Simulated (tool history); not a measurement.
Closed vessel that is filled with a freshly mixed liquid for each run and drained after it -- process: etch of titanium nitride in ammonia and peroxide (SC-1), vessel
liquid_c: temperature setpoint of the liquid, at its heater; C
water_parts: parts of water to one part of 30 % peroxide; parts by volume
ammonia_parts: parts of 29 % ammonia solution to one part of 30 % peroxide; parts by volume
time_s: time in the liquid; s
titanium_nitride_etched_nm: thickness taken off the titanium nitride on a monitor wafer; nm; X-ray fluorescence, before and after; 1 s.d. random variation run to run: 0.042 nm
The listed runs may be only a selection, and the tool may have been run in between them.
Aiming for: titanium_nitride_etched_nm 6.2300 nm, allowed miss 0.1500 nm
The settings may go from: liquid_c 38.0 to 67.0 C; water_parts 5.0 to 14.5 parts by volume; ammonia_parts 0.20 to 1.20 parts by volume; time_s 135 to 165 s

run	hour	liquid_c	water_parts	ammonia_parts	time_s	titanium_nitride_etched_nm
1	0.0	51.0	8.0	0.85	165	9.9143
2	3.7	58.0	8.0	0.85	165	16.0470
3	7.2	54.5	8.0	0.85	165	12.6980
4	13.9	52.5	8.0	0.85	165	10.8840
5	23.2	51.0	8.0	0.85	165	9.9290
6	24.3	49.5	8.0	0.85	165	8.9290
7	28.2	48.5	8.0	0.85	165	8.3529
8	36.2	47.5	8.0	0.85	165	7.7924
9	38.5	43.5	8.0	0.85	165	5.8383

Next run, 4 choices. One meets every target within its allowed miss, the rest don't. Which?
A	40.8	48.0	10.5	0.95	135	?
B	40.8	44.0	6.0	0.80	140	?
C	40.8	45.5	11.0	0.90	165	?
D	40.8	43.5	7.5	1.10	165	?

move	titanium_nitride_etched_nm
A	5.7838
B	5.7752
C	5.7283
D	6.1813
A: misses by more than the last run did
B: misses by more than the last run did
C: misses by more than the last run did
D: each result inside its tolerance
Move D is the one to make.

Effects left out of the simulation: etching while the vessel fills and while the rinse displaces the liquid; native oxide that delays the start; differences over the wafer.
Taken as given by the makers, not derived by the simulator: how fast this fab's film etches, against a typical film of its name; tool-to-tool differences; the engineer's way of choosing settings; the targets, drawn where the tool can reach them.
